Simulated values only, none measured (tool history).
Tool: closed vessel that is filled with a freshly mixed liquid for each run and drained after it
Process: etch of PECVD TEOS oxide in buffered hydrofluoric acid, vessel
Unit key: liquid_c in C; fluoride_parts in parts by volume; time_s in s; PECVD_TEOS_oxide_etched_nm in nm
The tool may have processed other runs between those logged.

run  hour  liquid_c  fluoride_parts  time_s  PECVD_TEOS_oxide_etched_nm
  1     0        21            22.5     100                      56.549
  2   5.1      17.5            22.5     100                      46.797
  3  10.3      17.5            28.5     100                       39.11
  4  17.2      21.5              27     100                      51.162
  5  19.1      21.5              27     110                      56.358
  6    25      21.5              27     100                      50.802
  7  27.9        24              26     100                       60.41
  8  34.8      25.5            25.5     100                      66.051

Run 9 is up next; what results do you expect?
  9  35.6      26.5              25     100                           ?

Run 9 produced PECVD_TEOS_oxide_etched_nm 71.317 nm.
